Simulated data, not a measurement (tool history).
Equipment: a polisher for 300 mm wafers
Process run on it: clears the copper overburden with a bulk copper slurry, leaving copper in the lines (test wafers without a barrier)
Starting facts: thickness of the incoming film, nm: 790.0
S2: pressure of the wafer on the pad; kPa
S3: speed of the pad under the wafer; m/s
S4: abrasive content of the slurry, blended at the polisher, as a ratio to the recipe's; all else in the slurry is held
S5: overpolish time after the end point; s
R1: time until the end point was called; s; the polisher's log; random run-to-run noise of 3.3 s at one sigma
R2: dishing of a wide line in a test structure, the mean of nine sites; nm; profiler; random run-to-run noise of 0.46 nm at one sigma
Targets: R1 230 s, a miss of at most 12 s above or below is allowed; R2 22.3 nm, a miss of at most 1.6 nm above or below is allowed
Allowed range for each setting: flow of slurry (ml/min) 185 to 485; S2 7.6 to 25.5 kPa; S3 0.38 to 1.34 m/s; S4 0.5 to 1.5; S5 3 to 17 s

Run 1, day 0: flow of slurry (ml/min) 310, S2 16.5 kPa, S3 0.86 m/s, S4 1, S5 9 s. Result: R1 136.83 s, R2 32.16 nm.
Run 2, day 0.1: flow of slurry (ml/min) 310, S2 19.3 kPa, S3 0.86 m/s, S4 1, S5 9 s. Result: R1 122.8 s, R2 35.254 nm.
Run 3, day 0.442: flow of slurry (ml/min) 310, S2 19.3 kPa, S3 0.86 m/s, S4 1, S5 7 s. Result: R1 124.29 s, R2 29.281 nm.
Run 4, day 0.717: flow of slurry (ml/min) 310, S2 19.3 kPa, S3 0.86 m/s, S4 1, S5 5 s. Result: R1 121.56 s, R2 21.4 nm.
Run 5, day 0.9: flow of slurry (ml/min) 350, S2 19.3 kPa, S3 0.86 m/s, S4 1, S5 5 s. Result: R1 120.23 s, R2 22.004 nm.
Run 6, day 1.083: flow of slurry (ml/min) 350, S2 19.3 kPa, S3 1.04 m/s, S4 1, S5 5 s. Result: R1 106.81 s, R2 24.295 nm.
Run 7, day 1.2: flow of slurry (ml/min) 350, S2 17.9 kPa, S3 1 m/s, S4 1, S5 6 s. Result: R1 115.06 s, R2 26.144 nm.
Run 8, day 1.229: flow of slurry (ml/min) 350, S2 16.5 kPa, S3 0.96 m/s, S4 1, S5 6 s. Result: R1 129.14 s, R2 23.71 nm.
Run 9, day 1.429: flow of slurry (ml/min) 350, S2 15.2 kPa, S3 0.94 m/s, S4 1, S5 6 s. Result: R1 141.54 s, R2 22.26 nm.
Run 10, day 1.75: flow of slurry (ml/min) 350, S2 14.5 kPa, S3 0.92 m/s, S4 1, S5 6 s. Result: R1 138.91 s, R2 22.515 nm.
Run 11, day 2.058: flow of slurry (ml/min) 350, S2 13.8 kPa, S3 0.88 m/s, S4 1, S5 6 s. Result: R1 153.46 s, R2 20.44 nm.
Run 12, day 2.308: flow of slurry (ml/min) 350, S2 13.1 kPa, S3 0.86 m/s, S4 1, S5 7 s. Result: R1 163.13 s, R2 22.617 nm.
Run 13, day 2.658: flow of slurry (ml/min) 350, S2 12.4 kPa, S3 0.84 m/s, S4 1, S5 7 s. Result: R1 173.36 s, R2 21.93 nm.
Run 14, day 2.692: flow of slurry (ml/min) 350, S2 11.7 kPa, S3 0.82 m/s, S4 1, S5 7 s. Result: R1 183.4 s, R2 20.313 nm.
Run 15, day 2.742: flow of slurry (ml/min) 350, S2 11 kPa, S3 0.82 m/s, S4 1, S5 7 s. Result: R1 184.66 s, R2 19.764 nm.
Run 16, day 3.096: flow of slurry (ml/min) 350, S2 10.3 kPa, S3 0.8 m/s, S4 1, S5 7 s. Result: R1 206.07 s, R2 18.695 nm.
Run 17, day 3.396: flow of slurry (ml/min) 350, S2 9 kPa, S3 0.8 m/s, S4 1, S5 8 s. Result: R1 219.48 s, R2 19.518 nm.
Run 18, day 3.446: flow of slurry (ml/min) 350, S2 7.6 kPa, S3 0.8 m/s, S4 1, S5 10 s. Result: R1 250.59 s, R2 20.185 nm.

Consider the 5 candidate settings below. Which is the only one whose results all fall within their allowed miss of target?
Run A, day 3.496: flow of slurry (ml/min) 275, S2 9 kPa, S3 0.84 m/s, S4 0.95, S5 8 s. Result: R1 ?, R2 ?.
Run B, day 3.496: flow of slurry (ml/min) 390, S2 7.6 kPa, S3 0.86 m/s, S4 0.95, S5 10 s. Result: R1 ?, R2 ?.
Run C, day 3.496: flow of slurry (ml/min) 320, S2 7.6 kPa, S3 0.62 m/s, S4 1, S5 10 s. Result: R1 ?, R2 ?.
Run D, day 3.496: flow of slurry (ml/min) 360, S2 9.7 kPa, S3 0.56 m/s, S4 1.05, S5 9 s. Result: R1 ?, R2 ?.
Run E, day 3.496: flow of slurry (ml/min) 275, S2 7.6 kPa, S3 0.56 m/s, S4 1.3, S5 15 s. Result: R1 ?, R2 ?.

move      R1      R2
   A  216.72  19.287
   B  230.14   22.08
   C  282.93  18.462
   D  252.21  18.764
   E   280.4  26.281
A: the result that was furthest off in the last run now lies on the other side of its target
B: all results land within tolerance of their targets
C: its largest miss is bigger than the last run's
D: its largest miss is bigger than the last run's
E: its largest miss is bigger than the last run's
Answer: B
